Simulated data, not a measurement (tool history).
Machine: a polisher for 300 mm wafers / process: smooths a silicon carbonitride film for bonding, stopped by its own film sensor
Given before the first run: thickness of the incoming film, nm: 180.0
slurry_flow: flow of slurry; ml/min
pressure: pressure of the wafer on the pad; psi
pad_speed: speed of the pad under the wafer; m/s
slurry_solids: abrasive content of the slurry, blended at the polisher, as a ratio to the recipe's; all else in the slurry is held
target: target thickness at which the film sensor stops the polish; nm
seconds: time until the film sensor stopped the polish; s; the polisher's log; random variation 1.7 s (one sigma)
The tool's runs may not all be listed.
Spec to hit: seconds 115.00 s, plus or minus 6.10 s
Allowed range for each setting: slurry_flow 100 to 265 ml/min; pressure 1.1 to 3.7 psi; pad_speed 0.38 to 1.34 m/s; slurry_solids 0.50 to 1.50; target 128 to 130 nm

{"run": 1, "hour": 0.0, "slurry_flow": 170, "pressure": 2.4, "pad_speed": 0.86, "slurry_solids": 1.0, "target": 130, "seconds": 199.5}
{"run": 2, "hour": 6.0, "slurry_flow": 170, "pressure": 2.4, "pad_speed": 0.86, "slurry_solids": 1.15, "target": 130, "seconds": 190.51}
{"run": 3, "hour": 11.2, "slurry_flow": 170, "pressure": 2.8, "pad_speed": 0.88, "slurry_solids": 1.15, "target": 130, "seconds": 169.1}
{"run": 4, "hour": 17.7, "slurry_flow": 170, "pressure": 2.8, "pad_speed": 0.88, "slurry_solids": 1.15, "target": 130, "seconds": 168.89}
{"run": 5, "hour": 23.3, "slurry_flow": 170, "pressure": 3.1, "pad_speed": 0.94, "slurry_solids": 1.15, "target": 130, "seconds": 147.1}
{"run": 6, "hour": 28.2, "slurry_flow": 170, "pressure": 3.3, "pad_speed": 0.98, "slurry_solids": 1.15, "target": 130, "seconds": 135.39}
{"run": 7, "hour": 33.1, "slurry_flow": 170, "pressure": 3.4, "pad_speed": 1.0, "slurry_solids": 1.15, "target": 130, "seconds": 128.54}
{"run": 8, "hour": 40.2, "slurry_flow": 170, "pressure": 3.5, "pad_speed": 1.0, "slurry_solids": 1.15, "target": 130, "seconds": 128.23}
{"run": 9, "hour": 41.4, "slurry_flow": 170, "pressure": 3.6, "pad_speed": 1.02, "slurry_solids": 1.15, "target": 130, "seconds": 122.35}

Of the 4 settings listed for the next run, only one would bring every result within its allowed miss of target. Which one?
{"run": "A", "hour": 42.6, "slurry_flow": 165, "pressure": 3.7, "pad_speed": 0.84, "slurry_solids": 1.35, "target": 130, "seconds": "?"}
{"run": "B", "hour": 42.6, "slurry_flow": 180, "pressure": 3.1, "pad_speed": 1.32, "slurry_solids": 1.0, "target": 130, "seconds": "?"}
{"run": "C", "hour": 42.6, "slurry_flow": 190, "pressure": 3.5, "pad_speed": 1.04, "slurry_solids": 1.2, "target": 128, "seconds": "?"}
{"run": "D", "hour": 42.6, "slurry_flow": 175, "pressure": 3.6, "pad_speed": 0.98, "slurry_solids": 1.05, "target": 128, "seconds": "?"}

move=A seconds=131.56
move=B seconds=115.98
move=C seconds=122.99
move=D seconds=134.35
A: lands further from the targets than the last run did
B: every result within its allowed miss
C: lands further from the targets than the last run did
D: lands further from the targets than the last run did
Go with B: it meets all targets.
